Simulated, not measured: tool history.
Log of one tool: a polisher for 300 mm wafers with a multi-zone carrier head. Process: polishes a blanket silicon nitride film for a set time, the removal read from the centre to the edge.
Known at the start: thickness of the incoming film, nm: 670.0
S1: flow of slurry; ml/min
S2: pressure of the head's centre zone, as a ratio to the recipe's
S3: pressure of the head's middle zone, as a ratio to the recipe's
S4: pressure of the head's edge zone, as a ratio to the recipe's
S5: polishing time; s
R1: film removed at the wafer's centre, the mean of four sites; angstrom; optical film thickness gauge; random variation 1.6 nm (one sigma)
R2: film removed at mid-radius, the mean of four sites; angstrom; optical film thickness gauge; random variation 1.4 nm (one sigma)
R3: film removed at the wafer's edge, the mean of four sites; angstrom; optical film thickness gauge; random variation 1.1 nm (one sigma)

Run 1, hour 0: S1 260 ml/min, S2 1, S3 1, S4 1, S5 40 s. Result: R1 895.14 angstrom, R2 881.09 angstrom, R3 923.15 angstrom.
Run 2, hour 0.8: S1 265 ml/min, S2 1.03, S3 1.02, S4 1, S5 41 s. Result: R1 953.62 angstrom, R2 924.23 angstrom, R3 936.58 angstrom.
Run 3, hour 4.7: S1 270 ml/min, S2 1.05, S3 1.03, S4 1, S5 41 s. Result: R1 963.15 angstrom, R2 936.77 angstrom, R3 927.4 angstrom.
Run 4, hour 11: S1 270 ml/min, S2 1.05, S3 1.03, S4 0.93, S5 41 s. Result: R1 985.16 angstrom, R2 936.37 angstrom, R3 885.84 angstrom.
Run 5, hour 19.8: S1 335 ml/min, S2 1.05, S3 1.03, S4 0.93, S5 41 s. Result: R1 995.13 angstrom, R2 965.85 angstrom, R3 912.35 angstrom.
Run 6, hour 28.6: S1 335 ml/min, S2 1.05, S3 1.03, S4 0.93, S5 34 s. Result: R1 834.2 angstrom, R2 799.16 angstrom, R3 764.67 angstrom.
Run 7, hour 36.5: S1 335 ml/min, S2 1.07, S3 1.04, S4 0.93, S5 36 s. Result: R1 866.34 angstrom, R2 844.51 angstrom, R3 814.9 angstrom.

Run 8 comes next. What will it give?
Run 8, hour 39.2: S1 330 ml/min, S2 1.08, S3 1.04, S4 0.92, S5 38 s. Result: R1 ?, R2 ?, R3 ?.

Run 8 gave R1 947.05 angstrom, R2 885.29 angstrom, R3 850.61 angstrom.

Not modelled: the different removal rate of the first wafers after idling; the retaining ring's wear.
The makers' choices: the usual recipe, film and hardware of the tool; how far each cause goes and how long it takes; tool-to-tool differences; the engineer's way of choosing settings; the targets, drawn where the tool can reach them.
